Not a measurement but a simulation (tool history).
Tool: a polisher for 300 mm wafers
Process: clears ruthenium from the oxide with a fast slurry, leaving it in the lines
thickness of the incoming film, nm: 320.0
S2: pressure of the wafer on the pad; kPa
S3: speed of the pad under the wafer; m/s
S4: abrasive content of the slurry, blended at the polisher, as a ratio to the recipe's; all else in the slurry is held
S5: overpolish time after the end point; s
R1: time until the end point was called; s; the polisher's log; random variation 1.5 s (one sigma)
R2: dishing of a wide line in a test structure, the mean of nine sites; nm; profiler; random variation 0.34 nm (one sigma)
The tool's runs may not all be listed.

run 1 day=0.000 | flow_of_slurry_(ml/min)=170 S2=19.3 S3=0.86 S4=1.0 S5=13 | R1=87.480 R2=31.214
run 2 day=0.312 | flow_of_slurry_(ml/min)=170 S2=19.3 S3=0.86 S4=0.9 S5=13 | R1=94.584 R2=29.399
run 3 day=0.496 | flow_of_slurry_(ml/min)=170 S2=19.3 S3=0.86 S4=0.7 S5=13 | R1=108.960 R2=27.520
run 4 day=0.854 | flow_of_slurry_(ml/min)=170 S2=17.9 S3=0.86 S4=0.7 S5=13 | R1=116.770 R2=25.352
run 5 day=1.217 | flow_of_slurry_(ml/min)=165 S2=17.2 S3=0.86 S4=0.7 S5=13 | R1=119.770 R2=24.936
run 6 day=1.554 | flow_of_slurry_(ml/min)=165 S2=16.5 S3=0.86 S4=0.7 S5=13 | R1=123.730 R2=24.026
run 7 day=1.596 | flow_of_slurry_(ml/min)=165 S2=15.9 S3=0.86 S4=0.7 S5=13 | R1=130.720 R2=22.934
run 8 day=1.904 | flow_of_slurry_(ml/min)=165 S2=15.2 S3=0.86 S4=0.7 S5=13 | R1=133.760 R2=22.941

The next listed run, before its measurement:
run 9 day=2.067 | flow_of_slurry_(ml/min)=165 S2=14.5 S3=0.86 S4=0.7 S5=13 | R1=? R2=?

Run 9 gave R1 145.190 s, R2 21.559 nm.

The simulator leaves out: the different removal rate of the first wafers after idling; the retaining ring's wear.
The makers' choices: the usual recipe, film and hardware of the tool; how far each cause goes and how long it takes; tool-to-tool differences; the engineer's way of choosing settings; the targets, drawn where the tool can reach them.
